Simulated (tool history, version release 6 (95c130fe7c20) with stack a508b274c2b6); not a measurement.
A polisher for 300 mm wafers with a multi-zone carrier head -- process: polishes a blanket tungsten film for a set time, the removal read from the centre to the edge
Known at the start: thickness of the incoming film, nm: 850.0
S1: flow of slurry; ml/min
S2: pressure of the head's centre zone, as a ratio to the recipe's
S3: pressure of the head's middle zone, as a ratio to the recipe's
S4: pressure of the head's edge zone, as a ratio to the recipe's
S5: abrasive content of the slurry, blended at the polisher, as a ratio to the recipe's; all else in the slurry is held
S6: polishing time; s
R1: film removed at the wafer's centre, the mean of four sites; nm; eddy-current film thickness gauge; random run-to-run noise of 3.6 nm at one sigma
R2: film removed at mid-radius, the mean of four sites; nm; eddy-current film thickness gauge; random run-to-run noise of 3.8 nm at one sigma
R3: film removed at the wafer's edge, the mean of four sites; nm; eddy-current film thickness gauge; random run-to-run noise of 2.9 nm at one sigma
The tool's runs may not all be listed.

run	hour	S1	S2	S3	S4	S5	S6	R1	R2	R3
1	0.0	165	1.00	1.00	1.00	1.00	65	188.24	191.94	193.67
2	2.8	180	1.05	1.04	1.03	1.15	68	211.04	217.24	211.81
3	5.9	180	1.05	1.04	1.03	1.15	57	179.69	182.28	179.69
4	12.1	180	1.01	1.04	1.03	1.15	57	171.67	177.58	182.79
5	20.7	190	1.06	1.04	1.04	1.25	64	212.07	208.21	210.35
6	28.0	190	1.06	1.04	0.99	1.25	64	210.87	208.67	202.64
7	29.1	200	1.09	1.06	1.01	1.30	68	229.58	227.32	219.51
8	36.1	205	1.12	1.07	1.01	1.35	72	254.79	245.43	236.72
9	40.9	215	1.14	1.09	1.01	1.40	74	271.78	259.90	242.90
10	45.9	220	1.15	1.10	1.02	1.45	76	283.32	272.85	258.90
11	51.9	225	1.16	1.11	1.02	1.45	77	297.95	280.94	260.47
12	56.2	225	1.16	1.11	1.02	1.45	77	284.76	275.74	261.49
13	62.8	225	1.17	1.12	1.01	1.45	78	292.47	283.89	260.39

Run 14 has not been measured yet. What should we expect?
14	64.2	230	1.18	1.13	1.02	1.45	79	?	?	?

R1: 310.51 nm
R2: 290.57 nm
R3: 263.08 nm
